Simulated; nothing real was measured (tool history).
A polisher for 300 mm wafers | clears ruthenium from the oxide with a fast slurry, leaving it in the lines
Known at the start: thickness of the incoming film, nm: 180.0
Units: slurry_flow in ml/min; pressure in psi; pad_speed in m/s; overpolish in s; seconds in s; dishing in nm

run 1 hour=0 | slurry_flow=320 pressure=2.5 pad_speed=1 slurry_solids=1 overpolish=19 | seconds=56.124 dishing=45.017
run 2 hour=4.7 | slurry_flow=320 pressure=2.5 pad_speed=1.08 slurry_solids=1 overpolish=19 | seconds=56.206 dishing=45.95
run 3 hour=7.4 | slurry_flow=320 pressure=2.5 pad_speed=1.08 slurry_solids=1.15 overpolish=19 | seconds=50.706 dishing=47.806
run 4 hour=13.3 | slurry_flow=320 pressure=2.8 pad_speed=1.08 slurry_solids=1.15 overpolish=19 | seconds=45.853 dishing=53.548
run 5 hour=19.5 | slurry_flow=320 pressure=2.7 pad_speed=1.08 slurry_solids=1.15 overpolish=20 | seconds=49.567 dishing=55.107
run 6 hour=26.9 | slurry_flow=320 pressure=2.7 pad_speed=1.3 slurry_solids=1.15 overpolish=20 | seconds=43.073 dishing=59.676
run 7 hour=35.7 | slurry_flow=320 pressure=2.6 pad_speed=1.3 slurry_solids=1.15 overpolish=21 | seconds=43.968 dishing=58.065
run 8 hour=37.4 | slurry_flow=320 pressure=2.6 pad_speed=1.28 slurry_solids=1.15 overpolish=22 | seconds=43.69 dishing=61.671
run 9 hour=38.8 | slurry_flow=320 pressure=2.6 pad_speed=1.28 slurry_solids=1.15 overpolish=22 | seconds=45.052 dishing=63.327

The next listed run, before its measurement:
run 10 hour=42.1 | slurry_flow=320 pressure=2.5 pad_speed=1.28 slurry_solids=1.15 overpolish=23 | seconds=? dishing=?

Run 10 gave seconds 45.257 s, dishing 61.151 nm.
